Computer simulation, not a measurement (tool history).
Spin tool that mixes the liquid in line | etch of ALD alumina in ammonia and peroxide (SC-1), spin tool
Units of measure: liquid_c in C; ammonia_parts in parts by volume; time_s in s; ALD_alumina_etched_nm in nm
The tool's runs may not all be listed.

run	hour	liquid_c	ammonia_parts	time_s	ALD_alumina_etched_nm
1	0.0	47.0	0.75	315	19.822
2	7.6	44.5	0.60	315	16.777
3	14.4	44.5	0.45	315	16.102
4	23.3	44.5	0.45	315	16.319
5	24.5	44.5	0.45	340	17.770
6	28.2	44.5	0.45	340	17.497
7	30.4	42.5	0.40	340	15.533
8	32.6	41.0	0.35	340	14.103
9	35.8	40.0	0.30	340	12.952
10	44.1	39.5	0.30	340	12.593
11	52.8	39.0	0.30	340	12.362

Estimate the outcome of run 12 from the log above:
12	57.2	38.5	0.30	340	?

{"run 12": {"ALD_alumina_etched_nm": 11.834}}
